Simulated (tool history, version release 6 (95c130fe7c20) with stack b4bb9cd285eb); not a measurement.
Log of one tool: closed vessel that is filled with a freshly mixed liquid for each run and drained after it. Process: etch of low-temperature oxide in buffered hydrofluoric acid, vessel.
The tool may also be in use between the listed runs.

run    day  temperature setpoint of the liquid (°C)  parts of 40 % ammonium fluoride to one part of 49 % hydrofluoric acid (parts by volume)  time in the liquid (s)  thickness taken off the low-temperature oxide on a monitor wafer (angstrom)
  1      0                                       22                                                                                      9.5                      30                                                                       899.04
  2  0.325                                     18.5                                                                                      9.5                      30                                                                       742.21
  3  0.496                                       21                                                                                        9                      30                                                                       896.88
  4   0.55                                       21                                                                                       11                      30                                                                       759.15
  5  0.883                                       21                                                                                       11                      30                                                                       761.28
  6  1.246                                       21                                                                                       10                      30                                                                       831.75
  7  1.538                                       23                                                                                      9.5                      30                                                                       971.79

For run 8, what comes out?
  8  1.833                                       27                                                                                      7.5                      30                                                                            ?

Run 8 produced thickness taken off the low-temperature oxide on a monitor wafer (angstrom) 1515.4.

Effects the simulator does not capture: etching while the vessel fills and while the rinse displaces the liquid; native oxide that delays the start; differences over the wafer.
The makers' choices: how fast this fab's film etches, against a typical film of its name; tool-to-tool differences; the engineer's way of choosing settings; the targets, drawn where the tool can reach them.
